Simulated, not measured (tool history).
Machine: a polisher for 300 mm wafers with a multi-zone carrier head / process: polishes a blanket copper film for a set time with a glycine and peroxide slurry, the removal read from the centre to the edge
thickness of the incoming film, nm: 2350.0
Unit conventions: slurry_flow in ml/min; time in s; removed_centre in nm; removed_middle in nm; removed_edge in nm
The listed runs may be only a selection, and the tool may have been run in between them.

{"run": 1, "day": 0.0, "slurry_flow": 185, "centre_zone": 1.0, "middle_zone": 1.0, "edge_zone": 1.0, "time": 74, "removed_centre": 293.56, "removed_middle": 291.16, "removed_edge": 294.05}
{"run": 2, "day": 0.212, "slurry_flow": 185, "centre_zone": 1.0, "middle_zone": 1.0, "edge_zone": 0.95, "time": 74, "removed_centre": 281.85, "removed_middle": 287.9, "removed_edge": 288.53}
{"run": 3, "day": 0.467, "slurry_flow": 210, "centre_zone": 1.0, "middle_zone": 1.0, "edge_zone": 0.95, "time": 74, "removed_centre": 285.01, "removed_middle": 298.8, "removed_edge": 288.78}
{"run": 4, "day": 0.533, "slurry_flow": 210, "centre_zone": 1.0, "middle_zone": 1.0, "edge_zone": 0.95, "time": 86, "removed_centre": 335.81, "removed_middle": 347.72, "removed_edge": 340.1}
{"run": 5, "day": 0.812, "slurry_flow": 195, "centre_zone": 1.0, "middle_zone": 1.0, "edge_zone": 0.95, "time": 86, "removed_centre": 330.99, "removed_middle": 340.6, "removed_edge": 341.86}
{"run": 6, "day": 0.9, "slurry_flow": 185, "centre_zone": 0.99, "middle_zone": 0.96, "edge_zone": 0.93, "time": 78, "removed_centre": 304.07, "removed_middle": 301.71, "removed_edge": 300.43}
{"run": 7, "day": 1.221, "slurry_flow": 165, "centre_zone": 0.96, "middle_zone": 0.94, "edge_zone": 0.97, "time": 70, "removed_centre": 259.36, "removed_middle": 260.55, "removed_edge": 271.47}
{"run": 8, "day": 1.579, "slurry_flow": 155, "centre_zone": 0.95, "middle_zone": 0.91, "edge_zone": 0.97, "time": 66, "removed_centre": 240.55, "removed_middle": 240.56, "removed_edge": 255.19}
{"run": 9, "day": 1.75, "slurry_flow": 145, "centre_zone": 0.95, "middle_zone": 0.88, "edge_zone": 0.97, "time": 63, "removed_centre": 223.35, "removed_middle": 221.68, "removed_edge": 243.66}
{"run": 10, "day": 1.829, "slurry_flow": 125, "centre_zone": 0.99, "middle_zone": 0.81, "edge_zone": 0.88, "time": 56, "removed_centre": 204.32, "removed_middle": 184.84, "removed_edge": 206.69}

Estimate the outcome of run 11 from the log above:
{"run": 11, "day": 2.012, "slurry_flow": 130, "centre_zone": 0.98, "middle_zone": 0.81, "edge_zone": 0.89, "time": 56, "removed_centre": "?", "removed_middle": "?", "removed_edge": "?"}

{"run 11": {"removed_centre": 207.87, "removed_middle": 184.57, "removed_edge": 209.41}}

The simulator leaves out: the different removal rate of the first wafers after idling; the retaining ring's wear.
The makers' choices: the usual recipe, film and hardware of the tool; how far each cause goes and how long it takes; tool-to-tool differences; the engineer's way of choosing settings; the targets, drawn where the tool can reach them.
